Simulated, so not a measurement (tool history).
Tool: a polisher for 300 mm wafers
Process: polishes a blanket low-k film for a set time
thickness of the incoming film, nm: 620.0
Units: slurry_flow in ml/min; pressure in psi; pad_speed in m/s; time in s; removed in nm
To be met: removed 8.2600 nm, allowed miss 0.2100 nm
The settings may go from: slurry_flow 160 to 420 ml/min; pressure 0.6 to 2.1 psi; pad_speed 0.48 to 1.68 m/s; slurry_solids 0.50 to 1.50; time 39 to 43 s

run,hour,slurry_flow,pressure,pad_speed,slurry_solids,time,removed
1,0.0,270,1.3,1.08,1.00,43,13.0190
2,4.4,265,1.1,1.08,1.00,43,11.1870
3,9.9,265,1.1,1.08,1.05,43,11.4250
4,16.3,260,1.0,1.08,1.05,43,10.3350
5,22.9,260,1.3,1.08,1.05,43,13.4350
6,31.4,300,1.3,1.08,1.05,43,13.4040
7,32.6,300,0.9,1.06,1.05,43,9.4945
8,33.1,300,0.8,1.06,1.05,43,8.4311
9,39.3,300,0.8,1.06,1.05,43,8.3946
10,43.7,300,0.8,1.06,1.05,43,8.4555

4 next moves are on the table. One of them brings every result within its allowed miss. Which?
A,48.1,305,0.8,1.30,0.95,42,?
B,48.1,335,0.7,1.14,1.40,39,?
C,48.1,260,0.9,1.10,1.05,40,?
D,48.1,305,1.0,0.82,1.05,42,?

move,removed
A,8.7853
B,8.2290
C,8.7879
D,8.6422
A: further off than the last run
B: meets every target
C: further off than the last run
D: further off than the last run
The right move is B.
